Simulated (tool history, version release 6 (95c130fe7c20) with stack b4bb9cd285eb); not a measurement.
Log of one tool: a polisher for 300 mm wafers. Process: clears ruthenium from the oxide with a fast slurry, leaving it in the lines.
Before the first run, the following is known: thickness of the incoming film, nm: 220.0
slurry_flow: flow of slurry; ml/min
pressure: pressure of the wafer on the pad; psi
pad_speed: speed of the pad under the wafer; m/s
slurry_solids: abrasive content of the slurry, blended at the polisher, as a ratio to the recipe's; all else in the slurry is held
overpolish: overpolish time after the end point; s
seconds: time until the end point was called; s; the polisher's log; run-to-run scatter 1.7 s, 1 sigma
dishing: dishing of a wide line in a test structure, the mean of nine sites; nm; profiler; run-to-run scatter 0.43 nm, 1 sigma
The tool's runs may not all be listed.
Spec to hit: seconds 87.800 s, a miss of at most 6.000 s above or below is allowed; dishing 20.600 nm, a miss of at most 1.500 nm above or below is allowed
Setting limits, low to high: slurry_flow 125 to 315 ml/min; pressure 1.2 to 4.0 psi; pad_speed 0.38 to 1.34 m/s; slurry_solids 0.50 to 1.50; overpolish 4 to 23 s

run,hour,slurry_flow,pressure,pad_speed,slurry_solids,overpolish,seconds,dishing
1,0.0,205,2.6,0.86,1.00,12,64.232,42.647
2,6.4,205,2.4,0.86,1.00,11,68.317,35.103
3,7.5,250,2.4,0.86,1.00,11,65.642,36.910
4,8.4,250,2.4,0.86,0.90,11,69.563,33.805
5,9.2,250,2.4,0.86,0.90,8,68.561,26.068
6,16.7,250,2.4,0.86,0.90,11,70.902,33.633
7,25.2,250,2.3,0.86,0.90,10,73.180,29.421
8,30.9,250,2.2,0.86,0.90,10,76.146,29.401
9,37.0,250,2.1,0.86,0.90,9,80.051,24.712

5 next moves are on the table. One of them brings every result within its allowed miss. Which?
A,43.1,245,2.2,0.92,0.85,7,?,?
B,43.1,240,1.8,0.90,0.90,10,?,?
C,43.1,315,2.5,0.80,0.85,7,?,?
D,43.1,260,2.5,0.70,1.00,7,?,?
E,43.1,260,2.0,0.94,0.75,8,?,?

move,seconds,dishing
A,71.670,21.241
B,86.087,25.054
C,69.788,21.788
D,73.138,20.833
E,82.363,21.129
A: the worst result of the last run now meets its target, but another is out of spec
B: misses by more than the last run did
C: the worst result of the last run now meets its target, but another is out of spec
D: the worst result of the last run now meets its target, but another is out of spec
E: meets every target
The right move is E.
